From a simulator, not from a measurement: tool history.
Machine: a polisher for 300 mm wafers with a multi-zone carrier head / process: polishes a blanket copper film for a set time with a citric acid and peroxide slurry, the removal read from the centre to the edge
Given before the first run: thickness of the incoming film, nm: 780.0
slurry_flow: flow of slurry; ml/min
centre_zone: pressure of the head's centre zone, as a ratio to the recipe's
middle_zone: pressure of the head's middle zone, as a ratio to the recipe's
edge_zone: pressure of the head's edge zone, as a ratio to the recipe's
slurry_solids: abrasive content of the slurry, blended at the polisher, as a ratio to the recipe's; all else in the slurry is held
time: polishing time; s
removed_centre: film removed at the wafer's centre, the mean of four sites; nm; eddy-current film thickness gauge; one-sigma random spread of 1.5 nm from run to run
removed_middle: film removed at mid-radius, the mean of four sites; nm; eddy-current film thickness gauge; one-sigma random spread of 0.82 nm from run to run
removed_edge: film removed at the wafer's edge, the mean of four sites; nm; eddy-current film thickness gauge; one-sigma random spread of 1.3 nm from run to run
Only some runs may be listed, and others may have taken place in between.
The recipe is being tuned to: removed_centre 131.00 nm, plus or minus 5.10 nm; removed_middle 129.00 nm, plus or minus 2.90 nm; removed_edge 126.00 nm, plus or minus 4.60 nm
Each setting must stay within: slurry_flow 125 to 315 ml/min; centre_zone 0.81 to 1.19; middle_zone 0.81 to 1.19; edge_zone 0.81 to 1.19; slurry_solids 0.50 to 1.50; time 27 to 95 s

| run | hour | slurry_flow | centre_zone | middle_zone | edge_zone | slurry_solids | time | removed_centre | removed_middle | removed_edge |
|---|---|---|---|---|---|---|---|---|---|---|
| 1 | 0.0 | 205 | 1.00 | 1.00 | 1.00 | 1.00 | 61 | 138.49 | 141.64 | 141.38 |
| 2 | 1.1 | 200 | 1.00 | 0.99 | 0.98 | 1.00 | 61 | 142.44 | 139.08 | 138.20 |
| 3 | 2.2 | 245 | 1.00 | 0.99 | 0.98 | 1.00 | 61 | 145.25 | 144.35 | 139.91 |
| 4 | 3.9 | 235 | 0.99 | 0.98 | 0.96 | 1.00 | 61 | 140.05 | 142.54 | 139.81 |
| 5 | 4.9 | 225 | 0.99 | 0.97 | 0.94 | 1.00 | 61 | 141.23 | 140.49 | 140.14 |
|  | 12.5 | slurry nozzle cleaned |
| 6 | 12.5 | 225 | 0.99 | 0.97 | 0.94 | 0.95 | 61 | 149.99 | 148.73 | 145.23 |
| 7 | 17.4 | 230 | 1.00 | 0.98 | 0.96 | 0.95 | 61 | 149.84 | 148.08 | 147.12 |
| 8 | 21.8 | 225 | 1.00 | 0.98 | 0.95 | 1.00 | 61 | 157.05 | 150.32 | 143.64 |
| 9 | 24.4 | 220 | 0.99 | 0.98 | 0.95 | 1.05 | 60 | 152.99 | 148.96 | 146.57 |
| 10 | 27.5 | 225 | 1.00 | 0.99 | 0.97 | 1.05 | 60 | 154.86 | 149.32 | 146.39 |
| 11 | 31.6 | 230 | 1.00 | 0.99 | 0.97 | 1.00 | 59 | 146.68 | 145.34 | 143.48 |
| 12 | 32.4 | 215 | 1.00 | 0.99 | 0.96 | 0.95 | 58 | 143.64 | 141.16 | 136.73 |
| 13 | 40.0 | 210 | 1.00 | 0.99 | 0.96 | 0.90 | 58 | 142.68 | 138.38 | 137.93 |
| 14 | 47.0 | 215 | 1.00 | 1.00 | 0.96 | 0.90 | 57 | 138.62 | 138.51 | 133.62 |
| 15 | 52.9 | 210 | 1.00 | 1.00 | 0.96 | 0.90 | 57 | 139.84 | 138.77 | 134.12 |

Next run, 4 choices. One meets every target within its allowed miss, the rest don't. Which?
| A | 58.8 | 190 | 0.98 | 0.85 | 0.99 | 1.00 | 61 | ? | ? | ? |
| B | 58.8 | 195 | 0.98 | 0.96 | 0.90 | 1.05 | 54 | ? | ? | ? |
| C | 58.8 | 230 | 0.91 | 0.91 | 1.01 | 1.00 | 59 | ? | ? | ? |
| D | 58.8 | 200 | 1.05 | 0.93 | 0.81 | 0.90 | 57 | ? | ? | ? |

| move | removed_centre | removed_middle | removed_edge |
|---|---|---|---|
| A | 147.34 | 130.18 | 147.30 |
| B | 132.30 | 129.18 | 127.02 |
| C | 135.84 | 136.43 | 146.03 |
| D | 145.76 | 129.22 | 125.54 |
A: corrects the largest miss of the last run, while another result sits out of spec
B: in spec on every target
C: misses by more than the last run did
D: corrects the largest miss of the last run, while another result sits out of spec
B meets every target.
